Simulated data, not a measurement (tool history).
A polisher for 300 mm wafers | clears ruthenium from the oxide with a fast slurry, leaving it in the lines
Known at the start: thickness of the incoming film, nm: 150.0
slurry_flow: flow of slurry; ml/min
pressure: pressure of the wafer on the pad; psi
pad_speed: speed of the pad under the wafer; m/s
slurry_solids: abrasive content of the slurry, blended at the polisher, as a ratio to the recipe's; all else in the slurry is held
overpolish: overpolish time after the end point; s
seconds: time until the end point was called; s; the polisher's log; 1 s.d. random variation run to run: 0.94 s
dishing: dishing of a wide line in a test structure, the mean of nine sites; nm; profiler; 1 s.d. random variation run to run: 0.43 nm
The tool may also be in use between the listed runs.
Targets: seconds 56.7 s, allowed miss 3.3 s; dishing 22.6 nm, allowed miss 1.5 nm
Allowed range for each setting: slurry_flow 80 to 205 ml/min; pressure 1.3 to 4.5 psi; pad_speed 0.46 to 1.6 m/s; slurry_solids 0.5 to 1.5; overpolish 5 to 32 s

run	day	slurry_flow	pressure	pad_speed	slurry_solids	overpolish	seconds	dishing
1	0	135	2.9	1.02	1	16	33.194	63.276
2	0.221	110	2.9	1.02	1	16	35.602	58.65
3	0.392	125	2.9	1.02	1	16	33.853	61.2
4	0.6	125	2.9	0.9	1	16	36.873	57.271
5	0.892	130	2.5	0.88	1	13	42.094	40.939
6	1.175	130	3.1	0.88	1	13	34.395	51.354
7	1.517	130	2.7	0.88	1	12	40.059	42.449
8	1.688	130	2.4	0.88	1	10	43.964	30.91
9	1.921	130	2.4	0.88	1	10	43.194	31.783
10	1.946	125	2.2	0.88	1	10	47.076	28.378

Below are 4 possible settings for the next run. Only one of them brings all results inside the allowed miss of their targets. Which is it?
A	1.971	105	1.8	0.92	1.1	9	?	?
B	1.971	90	1.5	0.9	1.15	18	?	?
C	1.971	140	2.3	0.86	1.05	11	?	?
D	1.971	110	2.4	0.74	0.95	17	?	?

move	seconds	dishing
A	56.353	22.581
B	69.419	35.597
C	45.345	33.467
D	54.858	41.916
A: every result lands within tolerance
B: further off than the last run
C: further off than the last run
D: further off than the last run
Correct choice: A, which meets every target
